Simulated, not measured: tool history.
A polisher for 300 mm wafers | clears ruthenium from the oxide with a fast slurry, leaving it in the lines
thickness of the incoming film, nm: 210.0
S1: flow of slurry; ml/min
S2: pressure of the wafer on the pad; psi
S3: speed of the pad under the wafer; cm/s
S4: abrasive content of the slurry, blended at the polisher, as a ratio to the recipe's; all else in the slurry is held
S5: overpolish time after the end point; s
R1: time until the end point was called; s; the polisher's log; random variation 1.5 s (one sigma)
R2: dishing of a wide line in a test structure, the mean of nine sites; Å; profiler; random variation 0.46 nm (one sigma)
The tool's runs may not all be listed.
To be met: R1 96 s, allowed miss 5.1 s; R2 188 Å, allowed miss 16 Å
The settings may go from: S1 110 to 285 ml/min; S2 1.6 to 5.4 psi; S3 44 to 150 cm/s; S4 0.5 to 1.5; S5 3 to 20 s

run,hour,S1,S2,S3,S4,S5,R1,R2
1,0,180,3.5,96,1,10,54.286,304.38
2,7.9,180,3.1,96,1,10,62.104,267.54
3,8.9,180,2.8,96,1,10,65.793,240.94
4,12.8,180,2.8,78,1,10,82.691,197.94
5,18.9,180,2.8,78,1,14,81.453,267.99
6,27.7,180,2.7,78,1,13,84.292,247.84
# hour 30.5: slurry nozzle cleaned
7,30.5,180,2.6,78,1,13,83.728,257.24
8,38.6,180,2.5,78,1,12,86.619,227.4
9,41.9,180,2.4,78,1,12,88.329,229.64
10,43.2,180,2.3,78,1,12,93.534,201.82

4 next moves are on the table. One of them brings every result within its allowed miss. Which?
A,44.5,200,1.9,90,1.1,12,?,?
B,44.5,235,2.5,82,0.85,14,?,?
C,44.5,175,2.2,70,1.2,11,?,?
D,44.5,185,1.6,96,1.25,13,?,?

move,R1,R2
A,87.058,216.93
B,86.582,251.88
C,93.485,186.8
D,90.451,225.62
A: further off than the last run
B: further off than the last run
C: meets every target
D: further off than the last run
Answer: C
